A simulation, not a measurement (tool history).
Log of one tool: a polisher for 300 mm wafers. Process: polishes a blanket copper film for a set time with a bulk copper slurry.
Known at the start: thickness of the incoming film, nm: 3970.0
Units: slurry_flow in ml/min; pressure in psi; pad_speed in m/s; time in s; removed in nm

run	hour	slurry_flow	pressure	pad_speed	slurry_solids	time	removed
1	0	315	2.6	1.04	1	33	304.1
2	7.1	315	2.3	1	1	33	262.98
3	11.9	315	2.1	0.96	1	33	229.69
4	13.7	315	2.1	0.96	1	28	201.99
5	16.3	315	2	0.96	1	28	187.24
6	17.3	315	2	0.96	1.1	28	191.8

Run 7 comes next. What will it give?
7	25.4	315	1.9	0.96	1.1	28	?

removed: 184.28 nm
